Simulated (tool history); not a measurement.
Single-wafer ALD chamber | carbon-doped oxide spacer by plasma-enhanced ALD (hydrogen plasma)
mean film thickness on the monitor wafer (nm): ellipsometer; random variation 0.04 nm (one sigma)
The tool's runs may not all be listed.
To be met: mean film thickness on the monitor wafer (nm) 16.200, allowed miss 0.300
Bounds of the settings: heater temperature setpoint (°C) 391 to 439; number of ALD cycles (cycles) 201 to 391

run	day	heater temperature setpoint (°C)	number of ALD cycles (cycles)	mean film thickness on the monitor wafer (nm)
1	0.000	415	296	13.603
2	0.088	420	296	13.443
3	0.221	420	323	14.690
4	0.338	410	323	15.171
5	0.400	408	325	15.351
6	0.500	408	298	14.037
7	0.662	406	306	14.440
8	0.929	404	312	14.949
9	1.017	402	316	15.201
10	1.346	401	319	15.340
11	1.608	400	322	15.526
12	1.800	399	324	15.659
13	1.838	398	326	15.742
14	1.929	397	328	15.790

Which of these 5 next moves meets every target?
A	2.021	402	320	?
B	2.021	404	340	?
C	2.021	391	317	?
D	2.021	400	319	?
E	2.021	396	322	?

move	mean film thickness on the monitor wafer (nm)
A	15.439
B	16.302
C	15.370
D	15.467
E	15.612
A: further off than the last run
B: meets every target
C: further off than the last run
D: further off than the last run
E: further off than the last run
Move B is the one to make.

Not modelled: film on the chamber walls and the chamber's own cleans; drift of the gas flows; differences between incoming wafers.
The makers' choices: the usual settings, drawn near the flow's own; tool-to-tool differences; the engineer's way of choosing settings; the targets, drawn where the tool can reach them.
